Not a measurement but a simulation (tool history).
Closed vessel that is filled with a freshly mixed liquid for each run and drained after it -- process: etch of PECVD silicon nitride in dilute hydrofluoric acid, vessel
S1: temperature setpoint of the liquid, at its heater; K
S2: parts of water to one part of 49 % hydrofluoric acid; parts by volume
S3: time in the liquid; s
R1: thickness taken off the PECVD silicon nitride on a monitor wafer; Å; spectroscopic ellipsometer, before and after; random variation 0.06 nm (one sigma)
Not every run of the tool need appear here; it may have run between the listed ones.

| run | hour | S1 | S2 | S3 | R1 |
|---|---|---|---|---|---|
| 1 | 0 | 298.15 | 280 | 2890 | 247.4 |
| 2 | 4.7 | 297.15 | 280 | 2890 | 232.24 |
| 3 | 11.1 | 296.65 | 280 | 2890 | 225.49 |
| 4 | 19.4 | 296.65 | 280 | 3095 | 242.95 |
| 5 | 20.1 | 296.15 | 280 | 3095 | 233.25 |
| 6 | 26.4 | 299.65 | 280 | 3095 | 289.76 |

What does the tool deliver on the next run?
| 7 | 28.9 | 295.65 | 280 | 3095 | ? |

{"run 7": {"R1": 226.51}}
